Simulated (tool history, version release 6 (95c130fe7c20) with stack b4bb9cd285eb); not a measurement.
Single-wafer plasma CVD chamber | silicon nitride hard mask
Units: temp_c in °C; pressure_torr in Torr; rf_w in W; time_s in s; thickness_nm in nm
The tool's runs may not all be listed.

run,hour,temp_c,pressure_torr,rf_w,time_s,thickness_nm
1,0.0,410,2.04,360,52.3,69.818
2,3.9,410,2.21,370,52.3,73.146
3,12.9,410,2.21,400,52.3,76.671
4,16.6,410,2.21,375,52.3,74.164
5,19.3,410,1.92,375,52.3,70.212
6,25.3,410,2.10,380,52.3,73.928
7,33.9,410,2.22,385,52.3,75.269

Run 8 comes next. What will it give?
8,40.6,410,2.31,390,52.3,?

{"run 8": {"thickness_nm": 77.076}}
